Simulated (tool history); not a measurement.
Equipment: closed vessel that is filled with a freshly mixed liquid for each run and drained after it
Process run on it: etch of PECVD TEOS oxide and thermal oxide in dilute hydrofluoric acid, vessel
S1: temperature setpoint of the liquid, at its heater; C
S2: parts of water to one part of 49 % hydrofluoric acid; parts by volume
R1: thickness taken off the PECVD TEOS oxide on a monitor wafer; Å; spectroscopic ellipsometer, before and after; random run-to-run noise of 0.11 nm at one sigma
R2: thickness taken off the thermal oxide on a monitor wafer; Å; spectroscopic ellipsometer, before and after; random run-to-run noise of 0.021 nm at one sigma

{"run": 1, "hour": 0.0, "S1": 24.0, "S2": 80, "time in the liquid (s)": 145, "R1": 292.11, "R2": 81.89}
{"run": 2, "hour": 0.9, "S1": 24.0, "S2": 95, "time in the liquid (s)": 145, "R1": 240.73, "R2": 67.47}
{"run": 3, "hour": 5.5, "S1": 26.5, "S2": 95, "time in the liquid (s)": 145, "R1": 261.53, "R2": 74.895}
{"run": 4, "hour": 12.4, "S1": 25.0, "S2": 95, "time in the liquid (s)": 145, "R1": 249.2, "R2": 70.717}
{"run": 5, "hour": 13.0, "S1": 25.0, "S2": 95, "time in the liquid (s)": 105, "R1": 179.52, "R2": 50.968}
{"run": 6, "hour": 14.3, "S1": 25.0, "S2": 110, "time in the liquid (s)": 105, "R1": 153.48, "R2": 43.021}
{"run": 7, "hour": 23.0, "S1": 25.5, "S2": 110, "time in the liquid (s)": 105, "R1": 156.24, "R2": 44.141}

Run 8 is up next; what results do you expect?
{"run": 8, "hour": 26.3, "S1": 26.0, "S2": 110, "time in the liquid (s)": 105, "R1": "?", "R2": "?"}

{"run 8": {"R1": 157.92, "R2": 44.953}}
